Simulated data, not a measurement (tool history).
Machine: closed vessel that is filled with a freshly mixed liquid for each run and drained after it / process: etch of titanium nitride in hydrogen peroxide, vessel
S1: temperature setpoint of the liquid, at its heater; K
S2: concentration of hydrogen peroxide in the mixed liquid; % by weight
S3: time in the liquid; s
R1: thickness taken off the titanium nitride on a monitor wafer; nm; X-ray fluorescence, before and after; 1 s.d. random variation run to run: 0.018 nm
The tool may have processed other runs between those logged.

run,hour,S1,S2,S3,R1
1,0.0,328.15,24.5,180,6.8447
2,1.4,328.15,28.0,180,7.1164
3,2.8,325.65,28.0,180,5.9378
4,5.9,325.65,28.0,195,6.4528
5,8.7,325.65,30.0,195,6.5261
6,16.5,322.15,30.0,195,5.0979
7,24.9,319.65,30.0,195,4.2258
8,31.3,314.15,30.0,195,2.8022

The next listed run, before its measurement:
9,32.7,314.65,30.0,195,?

{"run 9": {"R1": 2.888}}
